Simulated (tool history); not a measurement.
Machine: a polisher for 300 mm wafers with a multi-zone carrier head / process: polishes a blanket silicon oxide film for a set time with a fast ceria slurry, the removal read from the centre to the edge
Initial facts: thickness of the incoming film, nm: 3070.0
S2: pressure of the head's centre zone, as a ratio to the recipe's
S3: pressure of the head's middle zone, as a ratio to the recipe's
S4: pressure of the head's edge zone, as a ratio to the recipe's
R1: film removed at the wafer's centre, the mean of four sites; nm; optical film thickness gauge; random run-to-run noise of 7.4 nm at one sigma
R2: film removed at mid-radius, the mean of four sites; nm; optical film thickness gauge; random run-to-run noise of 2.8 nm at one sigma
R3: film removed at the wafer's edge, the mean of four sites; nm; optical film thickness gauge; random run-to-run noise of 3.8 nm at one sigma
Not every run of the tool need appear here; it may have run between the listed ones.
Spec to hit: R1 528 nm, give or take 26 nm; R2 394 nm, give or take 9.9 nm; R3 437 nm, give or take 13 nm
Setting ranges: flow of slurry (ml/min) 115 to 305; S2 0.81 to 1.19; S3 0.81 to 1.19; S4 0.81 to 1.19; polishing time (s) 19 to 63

run 1 hour=0 | flow_of_slurry_(ml/min)=195 S2=1 S3=1 S4=1 polishing_time_(s)=41 | R1=469.26 R2=451.82 R3=482.48
run 2 hour=6.4 | flow_of_slurry_(ml/min)=195 S2=1 S3=1 S4=0.96 polishing_time_(s)=41 | R1=455.32 R2=450.22 R3=456.84
run 3 hour=7.4 | flow_of_slurry_(ml/min)=185 S2=1.05 S3=0.97 S4=0.95 polishing_time_(s)=41 | R1=468.84 R2=434.41 R3=451.96
run 4 hour=16.3 | flow_of_slurry_(ml/min)=185 S2=1.09 S3=0.93 S4=0.93 polishing_time_(s)=41 | R1=494.3 R2=416.93 R3=453
run 5 hour=19.7 | flow_of_slurry_(ml/min)=205 S2=1.09 S3=0.93 S4=0.93 polishing_time_(s)=41 | R1=508.3 R2=422.39 R3=462.72
run 6 hour=23.5 | flow_of_slurry_(ml/min)=205 S2=1.09 S3=0.93 S4=1 polishing_time_(s)=41 | R1=499.44 R2=423.06 R3=473.83
run 7 hour=27.9 | flow_of_slurry_(ml/min)=195 S2=1.11 S3=0.92 S4=0.97 polishing_time_(s)=41 | R1=514.1 R2=416.14 R3=457.14
run 8 hour=33.7 | flow_of_slurry_(ml/min)=190 S2=1.12 S3=0.91 S4=0.97 polishing_time_(s)=41 | R1=497.78 R2=413.74 R3=466.99
run 9 hour=40.2 | flow_of_slurry_(ml/min)=190 S2=1.13 S3=0.9 S4=0.94 polishing_time_(s)=41 | R1=507.84 R2=408.15 R3=458.05
run 10 hour=43.5 | flow_of_slurry_(ml/min)=190 S2=1.15 S3=0.89 S4=0.92 polishing_time_(s)=41 | R1=520.37 R2=406.97 R3=459
run 11 hour=46.5 | flow_of_slurry_(ml/min)=190 S2=1.16 S3=0.89 S4=0.9 polishing_time_(s)=41 | R1=517.49 R2=405.28 R3=456.26
run 12 hour=52.1 | flow_of_slurry_(ml/min)=195 S2=1.17 S3=0.89 S4=0.88 polishing_time_(s)=41 | R1=523.38 R2=402.94 R3=444.31

Exactly one of the 4 candidate moves below puts every result within its allowed miss. Which one?
run A hour=57.7 | flow_of_slurry_(ml/min)=285 S2=1.11 S3=0.91 S4=0.81 polishing_time_(s)=40 | R1=? R2=? R3=?
run B hour=57.7 | flow_of_slurry_(ml/min)=200 S2=1.15 S3=0.86 S4=0.85 polishing_time_(s)=41 | R1=? R2=? R3=?
run C hour=57.7 | flow_of_slurry_(ml/min)=195 S2=1.18 S3=0.81 S4=0.93 polishing_time_(s)=43 | R1=? R2=? R3=?
run D hour=57.7 | flow_of_slurry_(ml/min)=205 S2=1.16 S3=0.93 S4=0.86 polishing_time_(s)=41 | R1=? R2=? R3=?

move=A R1=510.06 R2=421.92 R3=434.91
move=B R1=514.64 R2=394.15 R3=440.27
move=C R1=551.23 R2=391.9 R3=479.98
move=D R1=521.63 R2=422.15 R3=443.42
A: moves away from the targets compared with the last run
B: each result inside its tolerance
C: gets the furthest-off result to its target, but another result is out of tolerance
D: moves away from the targets compared with the last run
The move that meets every target is B.

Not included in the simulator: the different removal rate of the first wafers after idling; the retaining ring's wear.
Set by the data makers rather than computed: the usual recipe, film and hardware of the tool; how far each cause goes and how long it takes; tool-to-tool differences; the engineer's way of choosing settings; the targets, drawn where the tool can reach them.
